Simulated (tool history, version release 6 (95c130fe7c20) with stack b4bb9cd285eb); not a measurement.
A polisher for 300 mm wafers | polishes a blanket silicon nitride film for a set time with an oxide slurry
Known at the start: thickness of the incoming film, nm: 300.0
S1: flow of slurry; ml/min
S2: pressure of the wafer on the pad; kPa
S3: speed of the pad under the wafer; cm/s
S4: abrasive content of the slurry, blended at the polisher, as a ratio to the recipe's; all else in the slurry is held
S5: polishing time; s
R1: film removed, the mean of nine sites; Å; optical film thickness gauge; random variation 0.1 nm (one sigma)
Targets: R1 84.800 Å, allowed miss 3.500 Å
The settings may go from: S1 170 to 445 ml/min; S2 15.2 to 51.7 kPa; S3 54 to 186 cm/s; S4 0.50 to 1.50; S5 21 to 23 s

run 1 hour=0.0 | S1=285 S2=33.1 S3=118 S4=1.00 S5=23 | R1=186.430
run 2 hour=0.8 | S1=285 S2=33.1 S3=106 S4=1.00 S5=23 | R1=176.310
run 3 hour=9.6 | S1=285 S2=28.3 S3=98 S4=1.00 S5=23 | R1=140.180
run 4 hour=15.3 | S1=285 S2=24.8 S3=96 S4=1.00 S5=23 | R1=125.000
run 5 hour=19.5 | S1=315 S2=24.8 S3=96 S4=1.00 S5=23 | R1=123.730
run 6 hour=28.4 | S1=315 S2=22.1 S3=94 S4=1.00 S5=23 | R1=108.560
run 7 hour=29.7 | S1=315 S2=20.0 S3=94 S4=1.00 S5=23 | R1=99.654
run 8 hour=36.0 | S1=315 S2=18.6 S3=94 S4=1.00 S5=23 | R1=93.881
run 9 hour=40.3 | S1=315 S2=17.9 S3=94 S4=1.00 S5=23 | R1=90.671
run 10 hour=46.1 | S1=315 S2=15.9 S3=94 S4=1.00 S5=23 | R1=80.088

4 next moves are on the table. One of them brings every result within its allowed miss. Which?
run A hour=51.9 | S1=320 S2=20.0 S3=98 S4=0.80 S5=21 | R1=?
run B hour=51.9 | S1=330 S2=16.5 S3=88 S4=0.95 S5=23 | R1=?
run C hour=51.9 | S1=325 S2=16.5 S3=104 S4=0.80 S5=23 | R1=?
run D hour=51.9 | S1=340 S2=18.6 S3=90 S4=0.95 S5=22 | R1=?

move=A R1=79.457
move=B R1=78.883
move=C R1=75.513
move=D R1=85.670
A: further off than the last run
B: further off than the last run
C: further off than the last run
D: meets every target
Answer: D

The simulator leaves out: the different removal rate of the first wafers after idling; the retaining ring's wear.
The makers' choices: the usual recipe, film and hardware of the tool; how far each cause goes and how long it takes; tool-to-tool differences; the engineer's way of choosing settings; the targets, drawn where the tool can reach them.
